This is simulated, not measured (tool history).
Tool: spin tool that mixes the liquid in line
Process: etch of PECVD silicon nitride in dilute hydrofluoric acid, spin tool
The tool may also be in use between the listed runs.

run	hour	temperature setpoint of the liquid (C)	parts of water to one part of 49 % hydrofluoric acid (parts by volume)	time under the liquid (s)	thickness taken off the PECVD silicon nitride on a monitor wafer (Å)
1	0	23	130	85	11.889
2	2.2	24	125	85	13.241
3	7.5	24	125	65	10.28
4	10	24	170	65	7.5133
5	10.9	25	155	65	8.9015
6	19	26	145	65	9.9563
7	19.9	26.5	135	65	11.079
8	21.7	27	125	65	12.176

Run 9, settings as shown, results not yet in. Your forecast:
9	25	31	75	65	?

Logged for run 9: thickness taken off the PECVD silicon nitride on a monitor wafer (Å) 26.716.
